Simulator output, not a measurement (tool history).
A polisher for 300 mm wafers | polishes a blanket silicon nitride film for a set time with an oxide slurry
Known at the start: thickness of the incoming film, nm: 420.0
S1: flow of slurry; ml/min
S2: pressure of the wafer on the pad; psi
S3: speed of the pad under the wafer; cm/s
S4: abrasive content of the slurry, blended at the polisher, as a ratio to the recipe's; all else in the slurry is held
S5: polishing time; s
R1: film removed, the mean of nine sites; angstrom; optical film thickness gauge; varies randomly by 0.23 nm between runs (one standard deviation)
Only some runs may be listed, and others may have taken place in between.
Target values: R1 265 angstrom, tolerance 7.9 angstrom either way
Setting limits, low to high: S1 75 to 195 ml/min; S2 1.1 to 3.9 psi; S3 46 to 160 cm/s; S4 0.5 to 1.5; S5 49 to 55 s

run,hour,S1,S2,S3,S4,S5,R1
1,0,125,2.5,102,1,55,219.87
2,7.8,125,2.2,102,1,55,201.09
3,10.5,125,2.2,124,1,55,232.73
4,17.5,145,2.2,124,1,55,242.7
5,24.1,150,2.2,124,1,55,242.51
6,25.9,155,2.2,124,1,55,244.58
7,30.1,160,2.2,124,1,55,250.77
8,34.8,165,2.2,124,1,55,246.49
9,37.8,170,2.3,124,1,55,254.96

Of the 4 settings listed for the next run, only one would bring every result within its allowed miss of target. Which one?
A,40.8,170,2,142,1,54,?
B,40.8,180,2.2,132,0.95,53,?
C,40.8,195,2.7,116,0.9,54,?
D,40.8,155,2,132,1.15,51,?

move,R1
A,250.71
B,247.75
C,266.46
D,230.94
A: its largest miss is bigger than the last run's
B: its largest miss is bigger than the last run's
C: every result lands within tolerance
D: its largest miss is bigger than the last run's
Correct choice: C, which meets every target
